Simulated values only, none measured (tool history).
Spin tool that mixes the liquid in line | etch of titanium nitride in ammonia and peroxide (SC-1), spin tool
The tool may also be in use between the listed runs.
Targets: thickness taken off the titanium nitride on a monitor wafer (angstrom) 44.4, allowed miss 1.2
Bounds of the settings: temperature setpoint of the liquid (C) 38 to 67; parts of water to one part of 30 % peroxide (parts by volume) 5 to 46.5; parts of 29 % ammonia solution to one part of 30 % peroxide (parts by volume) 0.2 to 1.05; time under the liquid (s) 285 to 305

run	hour	temperature setpoint of the liquid (C)	parts of water to one part of 30 % peroxide (parts by volume)	parts of 29 % ammonia solution to one part of 30 % peroxide (parts by volume)	time under the liquid (s)	thickness taken off the titanium nitride on a monitor wafer (angstrom)
1	0	51	25.5	0.55	285	112.29
2	4.2	47	26	0.55	285	83.145
3	10.2	47	18.5	0.55	285	101.16
4	17.3	44.5	21	0.55	285	79.675
5	19.3	42.5	22.5	0.55	285	66.389
6	26.4	41	23.5	0.55	285	57.601
7	32	40	24	0.55	285	53.014
8	34.6	40	24	0.55	285	53.009
9	36	39.5	24.5	0.55	285	50.235

Which of these 4 next moves meets every target?
A	37.4	41	33	0.6	285	?
B	37.4	39	28	0.7	290	?
C	37.4	38.5	32	0.65	305	?
D	37.4	41.5	42	0.7	300	?

move	thickness taken off the titanium nitride on a monitor wafer (angstrom)
A	48.327
B	47.916
C	44.378
D	47.315
A: nearer than the last run, and not there yet
B: nearer than the last run, and not there yet
C: meets every target
D: nearer than the last run, and not there yet
Answer: C
